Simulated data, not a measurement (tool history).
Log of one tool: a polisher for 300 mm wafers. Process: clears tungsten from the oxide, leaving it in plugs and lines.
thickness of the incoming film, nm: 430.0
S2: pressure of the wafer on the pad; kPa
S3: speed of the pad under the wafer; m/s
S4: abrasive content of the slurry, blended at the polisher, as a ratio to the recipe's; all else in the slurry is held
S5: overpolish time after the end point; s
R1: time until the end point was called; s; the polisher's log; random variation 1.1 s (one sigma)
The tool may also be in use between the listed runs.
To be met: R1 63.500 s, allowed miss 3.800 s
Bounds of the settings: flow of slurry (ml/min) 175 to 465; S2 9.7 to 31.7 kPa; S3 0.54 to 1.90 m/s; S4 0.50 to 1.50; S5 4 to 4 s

Run 1, day 0.000: flow of slurry (ml/min) 295, S2 20.7 kPa, S3 1.22 m/s, S4 1.00, S5 4 s. Result: R1 80.088 s.
Run 2, day 0.038: flow of slurry (ml/min) 330, S2 20.7 kPa, S3 1.22 m/s, S4 1.00, S5 4 s. Result: R1 79.113 s.
Run 3, day 0.350: flow of slurry (ml/min) 330, S2 16.5 kPa, S3 1.22 m/s, S4 1.00, S5 4 s. Result: R1 90.773 s.
Run 4, day 0.725: flow of slurry (ml/min) 330, S2 17.9 kPa, S3 1.24 m/s, S4 1.00, S5 4 s. Result: R1 85.248 s.
Run 5, day 0.833: flow of slurry (ml/min) 280, S2 17.9 kPa, S3 1.24 m/s, S4 1.00, S5 4 s. Result: R1 84.635 s.
Run 6, day 0.929: flow of slurry (ml/min) 280, S2 17.9 kPa, S3 1.24 m/s, S4 1.10, S5 4 s. Result: R1 84.199 s.
Run 7, day 1.192: flow of slurry (ml/min) 280, S2 19.3 kPa, S3 1.26 m/s, S4 1.10, S5 4 s. Result: R1 80.008 s.
Run 8, day 1.462: flow of slurry (ml/min) 280, S2 20.7 kPa, S3 1.28 m/s, S4 1.10, S5 4 s. Result: R1 75.391 s.
Run 9, day 1.708: flow of slurry (ml/min) 280, S2 21.4 kPa, S3 1.30 m/s, S4 1.10, S5 4 s. Result: R1 71.365 s.
Run 10, day 1.904: flow of slurry (ml/min) 280, S2 22.1 kPa, S3 1.30 m/s, S4 1.10, S5 4 s. Result: R1 72.616 s.
Run 11, day 1.958: flow of slurry (ml/min) 280, S2 22.8 kPa, S3 1.32 m/s, S4 1.10, S5 4 s. Result: R1 68.763 s.

4 next moves are on the table. One of them brings every result within its allowed miss. Which?
Run A, day 2.012: flow of slurry (ml/min) 240, S2 22.8 kPa, S3 1.74 m/s, S4 1.25, S5 4 s. Result: R1 ?.
Run B, day 2.012: flow of slurry (ml/min) 305, S2 31.7 kPa, S3 1.16 m/s, S4 1.30, S5 4 s. Result: R1 ?.
Run C, day 2.012: flow of slurry (ml/min) 275, S2 22.8 kPa, S3 1.48 m/s, S4 1.05, S5 4 s. Result: R1 ?.
Run D, day 2.012: flow of slurry (ml/min) 295, S2 23.4 kPa, S3 1.22 m/s, S4 0.95, S5 4 s. Result: R1 ?.

move      R1
   A  52.311
   B  56.058
   C  61.829
   D  72.328
A: takes the result that was furthest off past its target
B: takes the result that was furthest off past its target
C: meets every target
D: further off than the last run
Move C is the one to make.

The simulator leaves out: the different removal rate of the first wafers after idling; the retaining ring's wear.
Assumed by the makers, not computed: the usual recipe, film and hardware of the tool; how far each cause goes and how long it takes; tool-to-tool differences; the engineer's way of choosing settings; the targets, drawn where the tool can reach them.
